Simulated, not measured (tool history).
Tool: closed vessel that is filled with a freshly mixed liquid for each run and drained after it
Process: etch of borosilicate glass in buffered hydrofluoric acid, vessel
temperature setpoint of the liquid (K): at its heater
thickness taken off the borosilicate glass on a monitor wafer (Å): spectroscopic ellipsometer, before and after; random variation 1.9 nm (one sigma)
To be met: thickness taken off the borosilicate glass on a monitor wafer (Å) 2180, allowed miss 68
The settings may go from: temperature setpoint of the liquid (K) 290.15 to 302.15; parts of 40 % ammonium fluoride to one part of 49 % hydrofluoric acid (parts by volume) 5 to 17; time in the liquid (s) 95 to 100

| run | hour | temperature setpoint of the liquid (K) | parts of 40 % ammonium fluoride to one part of 49 % hydrofluoric acid (parts by volume) | time in the liquid (s) | thickness taken off the borosilicate glass on a monitor wafer (Å) |
|---|---|---|---|---|---|
| 1 | 0 | 294.15 | 10.5 | 95 | 925.25 |
| 2 | 8.6 | 295.65 | 9.5 | 95 | 1094.3 |
| 3 | 13.1 | 297.15 | 8.5 | 95 | 1302 |
| 4 | 14.3 | 298.15 | 8 | 95 | 1466.3 |
| 5 | 21.5 | 298.15 | 8 | 100 | 1556.5 |
| 6 | 23.1 | 299.15 | 7.5 | 100 | 1764.9 |
| 7 | 29.2 | 299.65 | 7.5 | 100 | 1794.9 |
| 8 | 36.3 | 299.65 | 7.5 | 100 | 1820.7 |
| 9 | 40.2 | 300.15 | 7.5 | 100 | 1870 |
| 10 | 41.9 | 300.65 | 7.5 | 100 | 1917.7 |
| 11 | 44.1 | 301.15 | 7.5 | 100 | 1968.5 |

4 next moves are on the table. One of them brings every result within its allowed miss. Which?
| A | 46.3 | 301.65 | 9 | 100 | ? |
| B | 46.3 | 302.15 | 7.5 | 100 | ? |
| C | 46.3 | 301.65 | 7 | 100 | ? |
| D | 46.3 | 298.65 | 7 | 95 | ? |

| move | thickness taken off the borosilicate glass on a monitor wafer (Å) |
|---|---|
| A | 1662.2 |
| B | 2084.6 |
| C | 2191.4 |
| D | 1779.6 |
A: further off than the last run
B: nearer than the last run, and not there yet
C: meets every target
D: further off than the last run
Move C is the one to make.

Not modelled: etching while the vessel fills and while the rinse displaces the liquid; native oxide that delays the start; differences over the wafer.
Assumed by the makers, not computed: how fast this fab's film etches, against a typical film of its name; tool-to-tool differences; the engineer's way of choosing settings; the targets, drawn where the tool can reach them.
